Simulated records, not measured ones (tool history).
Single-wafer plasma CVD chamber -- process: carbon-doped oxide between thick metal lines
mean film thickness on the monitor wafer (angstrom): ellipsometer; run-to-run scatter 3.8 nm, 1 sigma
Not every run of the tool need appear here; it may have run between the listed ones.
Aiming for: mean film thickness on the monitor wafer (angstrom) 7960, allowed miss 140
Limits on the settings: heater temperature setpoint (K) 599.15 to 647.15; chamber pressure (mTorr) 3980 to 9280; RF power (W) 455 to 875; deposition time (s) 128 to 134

run  hour  heater temperature setpoint (K)  chamber pressure (mTorr)  RF power (W)  deposition time (s)  mean film thickness on the monitor wafer (angstrom)
  1     0                           623.15                      6630           665                  134                                                 8710
  2   1.5                           623.15                      6630           665                  134                                               8712.6
  3   5.1                           623.15                      7130           665                  134                                               8836.6
  4  12.4                           630.15                      7130           665                  134                                               8663.4
  5  16.7                           630.15                      7600           665                  134                                               8747.4
  6  18.5                           630.15                      8030           665                  134                                                 8641
  7  24.2                           631.15                      8030           650                  134                                               8508.8
     25.3  -- capacitance manometer re-zeroed and calibrated
  8  25.3                           632.15                      8020           640                  134                                               8562.5
  9  31.4                           632.15                      8020           640                  134                                               8509.5
 10  40.3                           632.15                      8000           625                  134                                               8383.5
 11  42.6                           633.15                      7980           615                  134                                               8309.3
 12  43.3                           633.15                      7960           605                  134                                               8225.6
 13  51.6                           633.15                      7940           600                  134                                               8311.2

Which of these 4 next moves meets every target?
  A  59.9                           631.15                      8790           615                  131                                                    ?
  B  59.9                           631.15                      8120           605                  134                                                    ?
  C  59.9                           632.15                      7010           630                  128                                                    ?
  D  59.9                           633.15                      8610           680                  134                                                    ?

move  mean film thickness on the monitor wafer (angstrom)
   A                                               8214.3
   B                                               8295.9
   C                                               7988.8
   D                                               8767.4
A: nearer than the last run, and not there yet
B: about as far from the targets as the last run
C: hits every target within its allowed miss
D: its largest miss is bigger than the last run's
Go with C: it meets all targets.
